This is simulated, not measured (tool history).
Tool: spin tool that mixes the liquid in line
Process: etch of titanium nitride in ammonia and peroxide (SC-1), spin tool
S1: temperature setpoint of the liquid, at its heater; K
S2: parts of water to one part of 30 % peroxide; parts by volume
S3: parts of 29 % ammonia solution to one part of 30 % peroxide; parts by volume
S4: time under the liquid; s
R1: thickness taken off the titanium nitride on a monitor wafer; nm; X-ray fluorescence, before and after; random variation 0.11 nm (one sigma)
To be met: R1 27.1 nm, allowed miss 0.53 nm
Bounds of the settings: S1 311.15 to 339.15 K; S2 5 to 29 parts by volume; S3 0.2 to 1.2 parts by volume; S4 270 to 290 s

run	hour	S1	S2	S3	S4	R1
1	0	323.15	16	0.7	270	21.205
2	6.7	323.15	16	0.7	270	21.316
3	8.8	323.15	16	0.85	270	21.977
4	15.4	323.65	16	0.85	270	22.766
5	22	323.65	16	1.05	270	23.552
6	28.2	330.65	16	1.05	270	37.838
7	33.1	330.15	16	1.05	270	36.927
8	38.9	324.65	16	1.05	270	25.362
9	42.4	325.15	16	1.05	270	26.06

5 next moves are on the table. One of them brings every result within its allowed miss. Which?
A	45.9	321.65	10.5	1.1	270	?
B	45.9	325.65	17	1.05	270	?
C	45.9	326.15	17	1.05	280	?
D	45.9	324.15	12	0.6	270	?
E	45.9	324.65	14	1.05	270	?

move	R1
A	25.461
B	26.05
C	27.964
D	25.688
E	26.935
A: further off than the last run
B: as far off as the last run
C: takes the result that was furthest off past its target
D: further off than the last run
E: meets every target
Move E is the one to make.

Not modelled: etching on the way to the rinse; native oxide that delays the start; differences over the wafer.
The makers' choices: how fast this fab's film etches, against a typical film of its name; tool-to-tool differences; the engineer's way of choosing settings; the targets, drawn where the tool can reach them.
